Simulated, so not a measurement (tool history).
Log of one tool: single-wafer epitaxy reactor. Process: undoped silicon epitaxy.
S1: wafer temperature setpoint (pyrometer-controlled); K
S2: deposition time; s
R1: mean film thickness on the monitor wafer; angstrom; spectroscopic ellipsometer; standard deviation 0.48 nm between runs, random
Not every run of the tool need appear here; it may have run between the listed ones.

run  hour      S1   S2      R1
  1   0.0  943.15  244  623.27
  2   5.8  947.15  244  680.69
  3   8.0  938.15  244  570.60
  4  16.3  943.15  245  632.61
  5  24.8  950.15  245  722.79
  6  27.2  952.15  245  757.08
  7  33.1  953.15  245  765.77

Run 8 is up next; what results do you expect?
  8  40.6  954.15  245   ?

{"run 8": {"R1": 779.1}}

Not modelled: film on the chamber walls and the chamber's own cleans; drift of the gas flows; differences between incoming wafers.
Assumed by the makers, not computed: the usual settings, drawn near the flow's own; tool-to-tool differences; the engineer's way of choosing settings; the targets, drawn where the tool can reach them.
